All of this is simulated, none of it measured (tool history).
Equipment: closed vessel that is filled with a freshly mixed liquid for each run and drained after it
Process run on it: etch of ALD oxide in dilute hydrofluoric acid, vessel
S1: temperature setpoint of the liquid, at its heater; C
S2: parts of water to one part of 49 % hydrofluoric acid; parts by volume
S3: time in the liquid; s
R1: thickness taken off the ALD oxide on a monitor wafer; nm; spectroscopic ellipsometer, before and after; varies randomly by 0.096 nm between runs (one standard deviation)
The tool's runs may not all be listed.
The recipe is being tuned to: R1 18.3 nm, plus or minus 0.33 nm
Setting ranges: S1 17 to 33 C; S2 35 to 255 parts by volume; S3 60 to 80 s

Run 1, hour 0: S1 25 C, S2 145 parts by volume, S3 80 s. Result: R1 9.9758 nm.
Run 2, hour 1.6: S1 27 C, S2 145 parts by volume, S3 80 s. Result: R1 10.798 nm.
Run 3, hour 5.4: S1 29 C, S2 135 parts by volume, S3 80 s. Result: R1 12.675 nm.
Run 4, hour 11: S1 29 C, S2 100 parts by volume, S3 80 s. Result: R1 17.75 nm.
Run 5, hour 15.1: S1 26 C, S2 100 parts by volume, S3 80 s. Result: R1 15.897 nm.
Run 6, hour 18.3: S1 27 C, S2 100 parts by volume, S3 80 s. Result: R1 16.497 nm.
Run 7, hour 26.6: S1 28 C, S2 100 parts by volume, S3 80 s. Result: R1 17.339 nm.
Run 8, hour 27.5: S1 28.5 C, S2 100 parts by volume, S3 80 s. Result: R1 17.591 nm.

Which single option among these 4 for the next run brings every result within its allowed miss of target? Just one does.
Run A, hour 28.4: S1 29 C, S2 95 parts by volume, S3 80 s. Result: R1 ?.
Run B, hour 28.4: S1 27.5 C, S2 90 parts by volume, S3 80 s. Result: R1 ?.
Run C, hour 28.4: S1 32.5 C, S2 85 parts by volume, S3 60 s. Result: R1 ?.
Run D, hour 28.4: S1 30 C, S2 105 parts by volume, S3 80 s. Result: R1 ?.

move      R1
   A  18.979
   B  19.044
   C  18.412
   D  17.583
A: pushes the last run's worst result past its target
B: pushes the last run's worst result past its target
C: every result within its allowed miss
D: no better and no worse than the last run
Answer: C
